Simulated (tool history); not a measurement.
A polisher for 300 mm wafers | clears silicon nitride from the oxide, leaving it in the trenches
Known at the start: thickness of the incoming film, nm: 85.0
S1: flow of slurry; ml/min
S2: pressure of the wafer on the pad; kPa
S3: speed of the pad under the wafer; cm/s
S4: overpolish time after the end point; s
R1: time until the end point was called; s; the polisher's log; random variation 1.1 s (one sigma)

{"run": 1, "hour": 0.0, "S1": 155, "S2": 23.4, "S3": 90, "S4": 7, "R1": 83.131}
{"run": 2, "hour": 5.4, "S1": 155, "S2": 25.5, "S3": 92, "S4": 7, "R1": 79.509}
{"run": 3, "hour": 14.1, "S1": 155, "S2": 28.3, "S3": 94, "S4": 7, "R1": 73.138}
{"run": 4, "hour": 18.9, "S1": 155, "S2": 30.3, "S3": 96, "S4": 7, "R1": 65.742}
{"run": 5, "hour": 19.8, "S1": 135, "S2": 30.3, "S3": 96, "S4": 7, "R1": 70.511}
{"run": 6, "hour": 24.6, "S1": 110, "S2": 30.3, "S3": 96, "S4": 7, "R1": 75.072}

The next listed run, before its measurement:
{"run": 7, "hour": 29.0, "S1": 120, "S2": 31.7, "S3": 96, "S4": 7, "R1": "?"}

{"run 7": {"R1": 69.225}}

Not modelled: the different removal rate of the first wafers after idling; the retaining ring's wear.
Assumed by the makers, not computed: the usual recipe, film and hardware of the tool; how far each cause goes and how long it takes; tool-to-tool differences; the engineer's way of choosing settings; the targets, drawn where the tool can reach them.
